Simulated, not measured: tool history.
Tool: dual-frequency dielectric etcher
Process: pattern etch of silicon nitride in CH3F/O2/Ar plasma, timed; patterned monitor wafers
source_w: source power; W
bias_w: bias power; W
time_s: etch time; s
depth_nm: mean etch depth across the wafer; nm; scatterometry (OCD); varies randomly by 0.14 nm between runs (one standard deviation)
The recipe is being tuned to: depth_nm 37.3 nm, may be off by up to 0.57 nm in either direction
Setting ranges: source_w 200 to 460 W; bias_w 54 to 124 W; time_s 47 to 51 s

run,hour,source_w,bias_w,time_s,depth_nm
1,0,330,89,51,34.287
2,4.1,330,89,47,31.862
3,7.8,330,89,51,34.302
4,13.2,330,89,51,34.26
5,15.2,350,90,51,35.056
6,23.5,370,91,51,36.103
7,32.1,380,91,51,36.356
8,37.3,390,91,51,36.637

5 next moves are on the table. One of them brings every result within its allowed miss. Which?
A,42.5,410,113,47,?
B,42.5,380,88,50,?
C,42.5,390,89,50,?
D,42.5,420,88,49.5,?
E,42.5,390,79,51,?

move,depth_nm
A,36.93
B,34.97
C,35.427
D,35.847
E,34.665
A: in spec on every target
B: its largest miss is bigger than the last run's
C: its largest miss is bigger than the last run's
D: its largest miss is bigger than the last run's
E: its largest miss is bigger than the last run's
Correct choice: A, which meets every target
